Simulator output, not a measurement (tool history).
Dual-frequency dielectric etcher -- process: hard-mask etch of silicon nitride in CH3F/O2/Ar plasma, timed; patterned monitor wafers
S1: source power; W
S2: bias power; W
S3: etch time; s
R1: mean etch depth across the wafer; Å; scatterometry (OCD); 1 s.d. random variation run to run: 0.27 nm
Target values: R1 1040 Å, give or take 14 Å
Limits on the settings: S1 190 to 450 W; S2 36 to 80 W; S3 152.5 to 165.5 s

Run 1, hour 0: S1 320 W, S2 58 W, S3 165.5 s. Result: R1 913.35 Å.
Run 2, hour 2.4: S1 320 W, S2 58 W, S3 152.5 s. Result: R1 846.24 Å.
Run 3, hour 5.3: S1 330 W, S2 59 W, S3 152.5 s. Result: R1 859.66 Å.
Run 4, hour 8.9: S1 330 W, S2 59 W, S3 165.5 s. Result: R1 930.94 Å.
Run 5, hour 17.3: S1 370 W, S2 59 W, S3 165.5 s. Result: R1 975.35 Å.
Run 6, hour 25.3: S1 370 W, S2 59 W, S3 152.5 s. Result: R1 897.71 Å.
Run 7, hour 27.1: S1 380 W, S2 60 W, S3 152.5 s. Result: R1 912.03 Å.
Run 8, hour 34.1: S1 390 W, S2 61 W, S3 152.5 s. Result: R1 926.68 Å.
Run 9, hour 41.6: S1 400 W, S2 62 W, S3 152.5 s. Result: R1 942.26 Å.
Run 10, hour 43.2: S1 400 W, S2 63 W, S3 152.5 s. Result: R1 945.01 Å.
Run 11, hour 47.7: S1 400 W, S2 64 W, S3 152.5 s. Result: R1 950.44 Å.
Run 12, hour 52: S1 400 W, S2 65 W, S3 152.5 s. Result: R1 956.57 Å.
Run 13, hour 55.6: S1 400 W, S2 66 W, S3 152.5 s. Result: R1 958.76 Å.
Run 14, hour 60.8: S1 400 W, S2 67 W, S3 152.5 s. Result: R1 967.77 Å.
Run 15, hour 64.5: S1 430 W, S2 70 W, S3 153 s. Result: R1 1004.6 Å.

Exercise: of the 5 proposed moves below, exactly one satisfies all targets within the stated allowed misses. Which move is it?
Run A, hour 68.2: S1 450 W, S2 70 W, S3 160.5 s. Result: R1 ?.
Run B, hour 68.2: S1 390 W, S2 67 W, S3 165.5 s. Result: R1 ?.
Run C, hour 68.2: S1 420 W, S2 67 W, S3 165.5 s. Result: R1 ?.
Run D, hour 68.2: S1 420 W, S2 70 W, S3 154.5 s. Result: R1 ?.
Run E, hour 68.2: S1 420 W, S2 63 W, S3 160 s. Result: R1 ?.

move      R1
   A  1079.9
   B  1039.1
   C  1069.2
   D  1012.3
   E  1013.8
A: takes the biggest miss from the last run beyond its target
B: meets every target
C: takes the biggest miss from the last run beyond its target
D: nearer than the last run, and not there yet
E: nearer than the last run, and not there yet
B is the move that brings every result within its allowed miss.

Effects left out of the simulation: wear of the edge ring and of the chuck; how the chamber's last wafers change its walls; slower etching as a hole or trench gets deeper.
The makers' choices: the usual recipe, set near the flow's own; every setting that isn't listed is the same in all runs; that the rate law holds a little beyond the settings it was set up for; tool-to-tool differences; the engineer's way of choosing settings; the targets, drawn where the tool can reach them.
